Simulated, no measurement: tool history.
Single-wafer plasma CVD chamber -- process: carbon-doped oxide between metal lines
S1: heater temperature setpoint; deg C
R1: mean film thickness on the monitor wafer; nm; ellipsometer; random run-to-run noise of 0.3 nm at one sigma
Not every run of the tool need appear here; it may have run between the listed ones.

run 1 day=0 | S1=330 chamber_pressure_(Torr)=5.02 RF_power_(W)=535 deposition_time_(s)=13.7 | R1=84.617
run 2 day=0.188 | S1=335 chamber_pressure_(Torr)=5.02 RF_power_(W)=535 deposition_time_(s)=13.7 | R1=83.095
run 3 day=0.558 | S1=335 chamber_pressure_(Torr)=5.02 RF_power_(W)=575 deposition_time_(s)=13.7 | R1=87.152
run 4 day=0.825 | S1=328 chamber_pressure_(Torr)=5.57 RF_power_(W)=605 deposition_time_(s)=13.7 | R1=94.191
run 5 day=0.912 | S1=328 chamber_pressure_(Torr)=5.57 RF_power_(W)=645 deposition_time_(s)=13.7 | R1=97.645
run 6 day=0.967 | S1=328 chamber_pressure_(Torr)=5.57 RF_power_(W)=645 deposition_time_(s)=13.7 | R1=98.068
run 7 day=1.204 | S1=323 chamber_pressure_(Torr)=5.86 RF_power_(W)=650 deposition_time_(s)=13.7 | R1=101.3
run 8 day=1.225 | S1=319 chamber_pressure_(Torr)=6.02 RF_power_(W)=650 deposition_time_(s)=13.7 | R1=103.46

Run 9 is up next; what results do you expect?
run 9 day=1.408 | S1=316 chamber_pressure_(Torr)=6.12 RF_power_(W)=650 deposition_time_(s)=13.7 | R1=?

Run 9 came out at R1 104.71 nm.
